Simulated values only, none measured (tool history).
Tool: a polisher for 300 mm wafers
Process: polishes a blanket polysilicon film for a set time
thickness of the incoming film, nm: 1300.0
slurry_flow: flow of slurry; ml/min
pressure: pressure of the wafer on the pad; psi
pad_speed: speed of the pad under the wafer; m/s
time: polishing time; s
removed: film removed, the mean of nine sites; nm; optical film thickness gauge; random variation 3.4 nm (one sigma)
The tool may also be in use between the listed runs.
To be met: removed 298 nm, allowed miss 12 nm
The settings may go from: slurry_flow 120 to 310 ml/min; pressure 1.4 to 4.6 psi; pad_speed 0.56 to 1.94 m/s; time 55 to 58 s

run	hour	slurry_flow	pressure	pad_speed	time	removed
1	0	200	3	1.24	55	573.19
2	8.5	225	3	1.24	55	588.01
3	9.2	225	3	1.36	55	629.88
4	12.2	225	2.7	1.3	55	570.42
5	18.7	220	2.5	1.22	55	485.93
6	21.6	220	1.9	1.22	55	374.85
7	28.1	215	1.8	1.22	55	356.31
8	33.6	210	1.7	1.22	55	329.59
9	38.4	205	1.7	1.22	55	331.03

Which of these 5 next moves meets every target?
A	43.2	170	2	1.22	56	?
B	43.2	180	2.3	1.04	55	?
C	43.2	215	1.6	1.1	57	?
D	43.2	200	2	1.14	55	?
E	43.2	175	1.7	1.3	56	?

move	removed
A	385.2
B	372.96
C	296.15
D	361.67
E	352.99
A: further off than the last run
B: further off than the last run
C: meets every target
D: further off than the last run
E: further off than the last run
Answer: C

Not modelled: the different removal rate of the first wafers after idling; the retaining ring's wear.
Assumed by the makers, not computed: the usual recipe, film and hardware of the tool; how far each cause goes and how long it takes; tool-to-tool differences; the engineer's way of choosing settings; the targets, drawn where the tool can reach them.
